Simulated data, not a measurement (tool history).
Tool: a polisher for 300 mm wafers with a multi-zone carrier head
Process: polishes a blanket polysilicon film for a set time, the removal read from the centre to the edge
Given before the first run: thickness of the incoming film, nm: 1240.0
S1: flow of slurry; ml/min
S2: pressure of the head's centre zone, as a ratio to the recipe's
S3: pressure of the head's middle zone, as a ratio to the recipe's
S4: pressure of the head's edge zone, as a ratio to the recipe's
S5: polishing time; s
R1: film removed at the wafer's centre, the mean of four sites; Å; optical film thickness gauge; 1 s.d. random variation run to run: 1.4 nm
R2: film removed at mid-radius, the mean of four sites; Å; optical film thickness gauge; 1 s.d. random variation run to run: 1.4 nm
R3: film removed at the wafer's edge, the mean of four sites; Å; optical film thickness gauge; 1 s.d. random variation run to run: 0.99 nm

Run 1, hour 0.0: S1 140 ml/min, S2 1.00, S3 1.00, S4 1.00, S5 37 s. Result: R1 2265.6 Å, R2 2307.0 Å, R3 2313.0 Å.
Run 2, hour 5.7: S1 125 ml/min, S2 0.97, S3 0.94, S4 0.97, S5 31 s. Result: R1 1816.7 Å, R2 1809.8 Å, R3 1850.8 Å.
Run 3, hour 12.1: S1 125 ml/min, S2 0.97, S3 0.89, S4 0.97, S5 31 s. Result: R1 1792.3 Å, R2 1687.6 Å, R3 1885.5 Å.
Run 4, hour 18.3: S1 125 ml/min, S2 0.97, S3 0.98, S4 0.97, S5 31 s. Result: R1 1809.7 Å, R2 1830.7 Å, R3 1882.8 Å.
Run 5, hour 19.5: S1 125 ml/min, S2 0.92, S3 0.98, S4 0.97, S5 31 s. Result: R1 1701.2 Å, R2 1849.8 Å, R3 1852.6 Å.
Run 6, hour 20.1: S1 125 ml/min, S2 0.92, S3 0.98, S4 0.97, S5 28 s. Result: R1 1540.8 Å, R2 1646.4 Å, R3 1701.7 Å.

Run 7 comes next. What will it give?
Run 7, hour 24.6: S1 115 ml/min, S2 0.91, S3 0.93, S4 0.94, S5 26 s. Result: R1 ?, R2 ?, R3 ?.

Run 7 measured R1 1363.9 Å, R2 1446.4 Å, R3 1537.4 Å.
